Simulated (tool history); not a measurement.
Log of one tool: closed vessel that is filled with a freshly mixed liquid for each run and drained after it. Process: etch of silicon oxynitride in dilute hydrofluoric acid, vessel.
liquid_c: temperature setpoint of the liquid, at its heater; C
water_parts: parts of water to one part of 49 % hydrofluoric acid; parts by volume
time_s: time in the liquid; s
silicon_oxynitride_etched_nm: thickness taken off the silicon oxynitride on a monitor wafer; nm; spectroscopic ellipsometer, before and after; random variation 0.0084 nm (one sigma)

run  hour  liquid_c  water_parts  time_s  silicon_oxynitride_etched_nm
  1     0        22          150     300                        2.4635
  2   5.3      25.5          150     300                        2.8943
  3     7      25.5          150     225                        2.1798
  4  14.5        24          160     225                         1.899
  5  22.7      21.5          160     225                        1.6957
  6  25.6        18          160     225                        1.4129
  7  30.8      17.5          165     225                        1.3544

The next listed run, before its measurement:
  8  36.2        17          170     225                             ?

{"run 8": {"silicon_oxynitride_etched_nm": 1.2767}}

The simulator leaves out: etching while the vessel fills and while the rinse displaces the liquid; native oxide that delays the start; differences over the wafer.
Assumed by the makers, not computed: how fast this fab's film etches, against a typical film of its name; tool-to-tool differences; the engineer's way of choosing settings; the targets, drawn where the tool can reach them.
